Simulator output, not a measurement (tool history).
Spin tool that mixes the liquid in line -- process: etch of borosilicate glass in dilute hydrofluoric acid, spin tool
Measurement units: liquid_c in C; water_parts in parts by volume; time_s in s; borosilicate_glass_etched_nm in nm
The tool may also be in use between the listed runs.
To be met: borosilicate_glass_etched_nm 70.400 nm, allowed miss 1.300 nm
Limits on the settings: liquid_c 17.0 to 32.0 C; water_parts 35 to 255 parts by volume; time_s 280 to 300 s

Run 1, hour 0.0: liquid_c 24.0 C, water_parts 145 parts by volume, time_s 280 s. Result: borosilicate_glass_etched_nm 29.618 nm.
Run 2, hour 3.3: liquid_c 24.0 C, water_parts 170 parts by volume, time_s 280 s. Result: borosilicate_glass_etched_nm 24.452 nm.
Run 3, hour 3.9: liquid_c 26.5 C, water_parts 170 parts by volume, time_s 280 s. Result: borosilicate_glass_etched_nm 27.080 nm.
Run 4, hour 5.0: liquid_c 26.5 C, water_parts 190 parts by volume, time_s 280 s. Result: borosilicate_glass_etched_nm 23.818 nm.
Run 5, hour 7.8: liquid_c 26.5 C, water_parts 190 parts by volume, time_s 300 s. Result: borosilicate_glass_etched_nm 25.634 nm.
Run 6, hour 14.9: liquid_c 26.5 C, water_parts 210 parts by volume, time_s 300 s. Result: borosilicate_glass_etched_nm 22.631 nm.
Run 7, hour 16.5: liquid_c 28.0 C, water_parts 170 parts by volume, time_s 300 s. Result: borosilicate_glass_etched_nm 30.320 nm.
Run 8, hour 21.9: liquid_c 29.0 C, water_parts 135 parts by volume, time_s 300 s. Result: borosilicate_glass_etched_nm 41.797 nm.
Run 9, hour 27.6: liquid_c 30.0 C, water_parts 115 parts by volume, time_s 300 s. Result: borosilicate_glass_etched_nm 53.004 nm.
Run 10, hour 31.9: liquid_c 32.0 C, water_parts 90 parts by volume, time_s 300 s. Result: borosilicate_glass_etched_nm 75.278 nm.
Run 11, hour 35.4: liquid_c 31.5 C, water_parts 90 parts by volume, time_s 300 s. Result: borosilicate_glass_etched_nm 74.093 nm.

Of the 4 settings listed for the next run, only one would bring every result within its allowed miss of target. Which one?
Run A, hour 38.9: liquid_c 32.0 C, water_parts 100 parts by volume, time_s 300 s. Result: borosilicate_glass_etched_nm ?.
Run B, hour 38.9: liquid_c 29.5 C, water_parts 85 parts by volume, time_s 290 s. Result: borosilicate_glass_etched_nm ?.
Run C, hour 38.9: liquid_c 31.0 C, water_parts 85 parts by volume, time_s 300 s. Result: borosilicate_glass_etched_nm ?.
Run D, hour 38.9: liquid_c 32.0 C, water_parts 85 parts by volume, time_s 300 s. Result: borosilicate_glass_etched_nm ?.

move  borosilicate_glass_etched_nm
   A                        65.983
   B                        69.836
   C                        76.471
   D                        79.392
A: pushes the last run's worst result past its target
B: hits every target within its allowed miss
C: lands further from the targets than the last run did
D: lands further from the targets than the last run did
B meets every target.
